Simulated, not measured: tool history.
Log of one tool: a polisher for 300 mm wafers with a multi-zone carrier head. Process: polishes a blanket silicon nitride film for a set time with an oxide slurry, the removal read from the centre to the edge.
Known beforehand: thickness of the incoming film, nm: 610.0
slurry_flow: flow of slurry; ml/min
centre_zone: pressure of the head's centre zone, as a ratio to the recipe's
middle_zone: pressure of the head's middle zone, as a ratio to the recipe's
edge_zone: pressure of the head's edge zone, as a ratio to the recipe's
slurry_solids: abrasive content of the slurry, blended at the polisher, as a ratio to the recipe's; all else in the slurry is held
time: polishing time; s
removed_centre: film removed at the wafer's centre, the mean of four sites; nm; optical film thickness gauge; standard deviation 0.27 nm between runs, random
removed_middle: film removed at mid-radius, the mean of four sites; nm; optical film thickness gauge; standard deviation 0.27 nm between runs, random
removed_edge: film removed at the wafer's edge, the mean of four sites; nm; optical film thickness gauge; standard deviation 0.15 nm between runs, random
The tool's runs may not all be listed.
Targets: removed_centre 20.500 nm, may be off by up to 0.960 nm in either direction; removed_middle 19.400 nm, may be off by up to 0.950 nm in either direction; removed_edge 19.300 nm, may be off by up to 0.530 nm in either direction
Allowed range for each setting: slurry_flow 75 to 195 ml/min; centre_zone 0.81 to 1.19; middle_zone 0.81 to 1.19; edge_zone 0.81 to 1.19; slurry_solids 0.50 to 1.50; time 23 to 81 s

{"run": 1, "day": 0.0, "slurry_flow": 125, "centre_zone": 1.0, "middle_zone": 1.0, "edge_zone": 1.0, "slurry_solids": 1.0, "time": 52, "removed_centre": 28.981, "removed_middle": 29.203, "removed_edge": 29.345}
{"run": 2, "day": 0.192, "slurry_flow": 125, "centre_zone": 1.0, "middle_zone": 1.0, "edge_zone": 0.96, "slurry_solids": 1.0, "time": 52, "removed_centre": 29.52, "removed_middle": 29.443, "removed_edge": 28.671}
{"run": 3, "day": 0.412, "slurry_flow": 115, "centre_zone": 0.99, "middle_zone": 0.97, "edge_zone": 0.93, "slurry_solids": 0.85, "time": 51, "removed_centre": 24.804, "removed_middle": 24.775, "removed_edge": 24.338}
{"run": 4, "day": 0.708, "slurry_flow": 105, "centre_zone": 0.99, "middle_zone": 0.94, "edge_zone": 0.89, "slurry_solids": 0.8, "time": 51, "removed_centre": 23.415, "removed_middle": 22.226, "removed_edge": 22.275}
{"run": 5, "day": 0.921, "slurry_flow": 105, "centre_zone": 0.99, "middle_zone": 0.94, "edge_zone": 0.97, "slurry_solids": 0.8, "time": 51, "removed_centre": 23.177, "removed_middle": 22.205, "removed_edge": 23.481}
{"run": 6, "day": 1.075, "slurry_flow": 100, "centre_zone": 0.98, "middle_zone": 0.93, "edge_zone": 0.92, "slurry_solids": 0.75, "time": 51, "removed_centre": 21.389, "removed_middle": 21.158, "removed_edge": 21.297}
{"run": 7, "day": 1.108, "slurry_flow": 95, "centre_zone": 0.99, "middle_zone": 0.92, "edge_zone": 0.9, "slurry_solids": 0.75, "time": 51, "removed_centre": 20.639, "removed_middle": 20.012, "removed_edge": 20.972}
{"run": 8, "day": 1.171, "slurry_flow": 95, "centre_zone": 1.0, "middle_zone": 0.92, "edge_zone": 0.87, "slurry_solids": 0.75, "time": 51, "removed_centre": 22.283, "removed_middle": 19.936, "removed_edge": 20.953}
{"run": 9, "day": 1.308, "slurry_flow": 90, "centre_zone": 0.99, "middle_zone": 0.93, "edge_zone": 0.85, "slurry_solids": 0.75, "time": 51, "removed_centre": 20.448, "removed_middle": 19.782, "removed_edge": 20.267}
{"run": 10, "day": 1.479, "slurry_flow": 90, "centre_zone": 1.0, "middle_zone": 0.93, "edge_zone": 0.84, "slurry_solids": 0.75, "time": 51, "removed_centre": 21.419, "removed_middle": 20.1, "removed_edge": 20.054}

Of the 5 settings listed for the next run, only one would bring every result within its allowed miss of target. Which one?
{"run": "A", "day": 1.65, "slurry_flow": 105, "centre_zone": 0.9, "middle_zone": 1.0, "edge_zone": 0.83, "slurry_solids": 0.7, "time": 50, "removed_centre": "?", "removed_middle": "?", "removed_edge": "?"}
{"run": "B", "day": 1.65, "slurry_flow": 100, "centre_zone": 0.97, "middle_zone": 1.03, "edge_zone": 0.81, "slurry_solids": 0.75, "time": 48, "removed_centre": "?", "removed_middle": "?", "removed_edge": "?"}
{"run": "C", "day": 1.65, "slurry_flow": 75, "centre_zone": 1.04, "middle_zone": 0.97, "edge_zone": 0.85, "slurry_solids": 0.9, "time": 43, "removed_centre": "?", "removed_middle": "?", "removed_edge": "?"}
{"run": "D", "day": 1.65, "slurry_flow": 90, "centre_zone": 1.07, "middle_zone": 0.88, "edge_zone": 0.81, "slurry_solids": 0.85, "time": 48, "removed_centre": "?", "removed_middle": "?", "removed_edge": "?"}
{"run": "E", "day": 1.65, "slurry_flow": 135, "centre_zone": 1.08, "middle_zone": 0.93, "edge_zone": 0.81, "slurry_solids": 0.65, "time": 54, "removed_centre": "?", "removed_middle": "?", "removed_edge": "?"}

move=A removed_centre=18.614 removed_middle=20.533 removed_edge=19.191
move=B removed_centre=20.306 removed_middle=21.325 removed_edge=19.335
move=C removed_centre=20.558 removed_middle=19.396 removed_edge=19.399
move=D removed_centre=24.091 removed_middle=20.189 removed_edge=21.131
move=E removed_centre=23.793 removed_middle=20.376 removed_edge=19.757
A: gets the furthest-off result to its target, but another result is out of tolerance
B: gets the furthest-off result to its target, but another result is out of tolerance
C: each result inside its tolerance
D: misses by more than the last run did
E: gets the furthest-off result to its target, but another result is out of tolerance
The move that meets every target is C.

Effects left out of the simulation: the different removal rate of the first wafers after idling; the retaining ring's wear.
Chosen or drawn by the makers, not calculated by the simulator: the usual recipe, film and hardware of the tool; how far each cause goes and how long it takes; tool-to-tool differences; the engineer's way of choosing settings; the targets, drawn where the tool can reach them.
